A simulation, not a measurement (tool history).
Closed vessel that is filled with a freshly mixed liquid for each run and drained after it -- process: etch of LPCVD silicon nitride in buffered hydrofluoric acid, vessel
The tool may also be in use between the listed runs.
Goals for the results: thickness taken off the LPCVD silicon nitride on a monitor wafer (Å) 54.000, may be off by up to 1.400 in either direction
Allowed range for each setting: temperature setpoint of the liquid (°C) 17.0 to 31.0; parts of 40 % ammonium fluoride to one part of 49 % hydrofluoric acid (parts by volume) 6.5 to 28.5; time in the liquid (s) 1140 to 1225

| run | hour | temperature setpoint of the liquid (°C) | parts of 40 % ammonium fluoride to one part of 49 % hydrofluoric acid (parts by volume) | time in the liquid (s) | thickness taken off the LPCVD silicon nitride on a monitor wafer (Å) |
|---|---|---|---|---|---|
| 1 | 0.0 | 23.0 | 17.5 | 1140 | 93.439 |
| 2 | 4.5 | 23.0 | 13.0 | 1140 | 124.290 |
| 3 | 10.7 | 19.5 | 13.0 | 1140 | 102.810 |
| 4 | 14.7 | 21.0 | 13.0 | 1140 | 111.450 |
| 5 | 19.7 | 19.5 | 16.0 | 1140 | 83.856 |
| 6 | 20.7 | 19.5 | 14.0 | 1140 | 96.080 |
| 7 | 25.4 | 18.5 | 16.5 | 1140 | 75.702 |
| 8 | 30.3 | 17.0 | 21.0 | 1140 | 56.971 |
| 9 | 39.0 | 17.0 | 21.5 | 1140 | 54.829 |
|  | 41.4 | thermometer replaced |
| 10 | 41.4 | 17.0 | 22.0 | 1140 | 47.419 |
| 11 | 46.5 | 18.0 | 22.0 | 1140 | 50.547 |
| 12 | 54.3 | 18.5 | 22.0 | 1140 | 51.715 |

Next run, 5 choices. One meets every target within its allowed miss, the rest don't. Which?
| A | 62.1 | 17.0 | 22.5 | 1165 | ? |
| B | 62.1 | 19.0 | 24.0 | 1145 | ? |
| C | 62.1 | 19.5 | 25.0 | 1160 | ? |
| D | 62.1 | 18.5 | 22.5 | 1190 | ? |
| E | 62.1 | 17.0 | 22.5 | 1200 | ? |

| move | thickness taken off the LPCVD silicon nitride on a monitor wafer (Å) |
|---|---|
| A | 48.367 |
| B | 50.946 |
| C | 51.616 |
| D | 53.818 |
| E | 49.820 |
A: further off than the last run
B: further off than the last run
C: roughly where the last run was
D: all results in spec
E: further off than the last run
Answer: D

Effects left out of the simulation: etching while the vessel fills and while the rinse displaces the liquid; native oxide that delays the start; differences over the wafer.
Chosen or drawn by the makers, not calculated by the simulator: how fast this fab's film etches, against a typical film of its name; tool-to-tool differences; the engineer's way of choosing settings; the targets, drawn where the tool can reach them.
